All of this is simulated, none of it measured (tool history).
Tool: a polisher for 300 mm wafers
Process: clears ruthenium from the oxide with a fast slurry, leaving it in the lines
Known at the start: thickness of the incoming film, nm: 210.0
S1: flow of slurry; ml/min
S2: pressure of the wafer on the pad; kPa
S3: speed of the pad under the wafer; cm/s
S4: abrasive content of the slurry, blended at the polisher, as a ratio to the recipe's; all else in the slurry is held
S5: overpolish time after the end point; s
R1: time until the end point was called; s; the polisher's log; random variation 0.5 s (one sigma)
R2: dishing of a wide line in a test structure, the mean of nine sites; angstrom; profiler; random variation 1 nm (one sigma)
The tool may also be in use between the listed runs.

run,hour,S1,S2,S3,S4,S5,R1,R2
1,0.0,270,13.8,84,1.0,27,72.558,570.50
2,4.1,270,13.8,92,1.0,27,67.862,610.11
3,6.7,270,14.5,92,1.0,28,64.726,644.67
4,13.4,270,14.5,92,1.0,38,63.367,797.92
5,14.9,270,14.5,92,1.2,38,59.364,848.76
6,21.0,270,14.5,70,1.2,38,78.919,692.84
7,28.0,270,15.2,70,1.2,38,74.221,736.94

Forecast run 8:
8,34.6,270,15.9,70,1.2,38,?,?

R1: 71.244 s
R2: 744.56 angstrom

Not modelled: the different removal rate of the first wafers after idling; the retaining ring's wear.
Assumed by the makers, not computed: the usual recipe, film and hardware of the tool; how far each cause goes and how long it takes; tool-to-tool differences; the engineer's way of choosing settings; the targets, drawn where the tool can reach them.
